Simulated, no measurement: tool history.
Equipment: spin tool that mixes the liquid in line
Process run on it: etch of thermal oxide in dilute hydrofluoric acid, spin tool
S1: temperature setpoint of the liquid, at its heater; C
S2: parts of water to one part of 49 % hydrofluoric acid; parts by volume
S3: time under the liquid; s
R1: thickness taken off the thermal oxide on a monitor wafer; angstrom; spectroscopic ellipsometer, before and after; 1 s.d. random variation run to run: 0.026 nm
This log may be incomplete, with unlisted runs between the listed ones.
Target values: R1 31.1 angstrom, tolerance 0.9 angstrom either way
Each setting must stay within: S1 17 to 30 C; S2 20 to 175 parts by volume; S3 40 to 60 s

run,hour,S1,S2,S3,R1
1,0,22,95,60,24.585
2,4.7,22,60,60,41.74
3,9.2,20.5,60,60,38.131
4,10.9,19.5,60,60,36.766
5,15.7,19.5,60,40,24.505
6,20.4,20,60,40,24.669
7,24.9,21,60,40,25.967
8,29.6,21,60,40,26.042
# hour 38: thermometer replaced
9,38,22.5,60,40,29.346

Exactly one of the 4 candidate moves below puts every result within its allowed miss. Which one?
A,46.4,20.5,75,55,?
B,46.4,24.5,75,45,?
C,46.4,25,85,50,?
D,46.4,24.5,75,50,?

move,R1
A,29.65
B,28.568
C,28.207
D,31.743
A: better than the last run, though not everything is in spec
B: the biggest miss grows against the last run
C: the biggest miss grows against the last run
D: hits every target within its allowed miss
Move D is the one to make.
